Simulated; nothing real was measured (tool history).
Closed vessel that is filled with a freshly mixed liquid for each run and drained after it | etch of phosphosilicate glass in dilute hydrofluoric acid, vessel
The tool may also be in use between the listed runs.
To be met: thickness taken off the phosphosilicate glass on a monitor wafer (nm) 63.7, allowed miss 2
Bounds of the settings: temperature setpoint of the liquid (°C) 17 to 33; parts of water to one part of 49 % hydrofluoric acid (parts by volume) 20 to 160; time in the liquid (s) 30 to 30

run,hour,temperature setpoint of the liquid (°C),parts of water to one part of 49 % hydrofluoric acid (parts by volume),time in the liquid (s),thickness taken off the phosphosilicate glass on a monitor wafer (nm)
1,0,25,90,30,20.752
2,2.7,27,70,30,29.513
3,6.7,28.5,60,30,37.854
4,7.9,29.5,55,30,42.37
5,15.1,29.5,80,30,28.163
6,20.5,26.5,80,30,24.989
7,23.2,28,65,30,33.523
8,24.8,29.5,55,30,42.268
9,31.9,30.5,50,30,49.503
10,36.3,31,50,30,50.127
11,37.3,31.5,45,30,56.635
12,42.4,32,45,30,59.29
13,43.8,32.5,45,30,59.213
14,45.4,33,45,30,60.865
15,51.7,33,40,30,68.448
16,59.8,32.5,40,30,68.057
17,63.9,32,40,30,66.387

4 next moves are on the table. One of them brings every result within its allowed miss. Which?
A,68,32.5,40,30,?
B,68,33,40,30,?
C,68,32.5,45,30,?
D,68,31,40,30,?

move,thickness taken off the phosphosilicate glass on a monitor wafer (nm)
A,68.343
B,69.682
C,60.249
D,64.451
A: further off than the last run
B: further off than the last run
C: takes the result that was furthest off past its target
D: meets every target
Move D is the one to make.

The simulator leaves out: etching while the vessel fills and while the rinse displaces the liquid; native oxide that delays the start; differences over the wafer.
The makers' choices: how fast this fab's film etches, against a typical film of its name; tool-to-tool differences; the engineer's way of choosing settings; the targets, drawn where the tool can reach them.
